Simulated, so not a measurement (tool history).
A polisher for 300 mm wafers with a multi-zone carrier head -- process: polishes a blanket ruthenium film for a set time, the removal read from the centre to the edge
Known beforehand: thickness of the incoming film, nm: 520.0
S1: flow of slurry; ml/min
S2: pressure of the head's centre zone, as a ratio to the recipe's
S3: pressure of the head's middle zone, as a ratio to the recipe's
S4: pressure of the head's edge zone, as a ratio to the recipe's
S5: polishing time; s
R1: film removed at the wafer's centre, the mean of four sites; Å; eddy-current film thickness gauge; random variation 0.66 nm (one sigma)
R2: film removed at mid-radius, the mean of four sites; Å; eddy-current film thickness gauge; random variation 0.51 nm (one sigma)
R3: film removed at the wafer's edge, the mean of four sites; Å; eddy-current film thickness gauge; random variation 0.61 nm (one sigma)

run,hour,S1,S2,S3,S4,S5,R1,R2,R3
1,0,145,1,1,1,66,1025.3,1023.9,992.46
2,6.1,145,1,1.07,1,66,1003.4,1055.8,1001.1
3,13.5,145,1,1.07,1,53,827.76,850.98,781.05
4,17.6,145,1,1.07,0.95,53,818.71,860.15,790.73
5,22.8,125,0.94,1.01,0.93,49,698.33,729.06,702.82
6,24.6,125,0.89,1.01,0.93,49,641.92,732.58,687.32

Run 7 is up next; what results do you expect?
7,28.9,110,0.86,0.98,0.96,48,?,?,?

R1: 592.16 Å
R2: 679.45 Å
R3: 673.46 Å
